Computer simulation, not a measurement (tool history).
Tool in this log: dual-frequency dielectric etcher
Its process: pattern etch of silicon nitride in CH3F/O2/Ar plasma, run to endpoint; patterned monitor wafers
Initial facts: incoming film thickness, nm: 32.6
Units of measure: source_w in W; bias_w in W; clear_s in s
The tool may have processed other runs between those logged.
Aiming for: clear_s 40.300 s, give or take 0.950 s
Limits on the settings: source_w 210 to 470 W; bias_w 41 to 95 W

run,hour,source_w,bias_w,clear_s
1,0.0,340,68,51.340
2,2.4,340,57,56.008
3,8.3,340,49,60.735
4,14.0,350,53,57.625
5,22.0,350,48,60.222
6,23.2,360,52,57.573
7,30.8,370,56,53.769
8,37.2,380,58,52.476
9,41.8,390,60,50.789
10,43.8,400,62,50.115
11,45.8,410,64,47.955
12,53.2,420,65,46.974
13,60.7,430,66,46.674

Of the 5 settings listed for the next run, only one would bring every result within its allowed miss of target. Which one?
A,68.2,470,70,?
B,68.2,440,95,?
C,68.2,470,80,?
D,68.2,470,92,?
E,68.2,380,61,?

move,clear_s
A,43.092
B,38.573
C,40.492
D,37.956
E,51.105
A: an improvement on the last run, though not all results are within tolerance
B: moves the result that the last run missed by most past its target, out the other side
C: all results land within tolerance of their targets
D: moves the result that the last run missed by most past its target, out the other side
E: lands further from the targets than the last run did
Answer: C
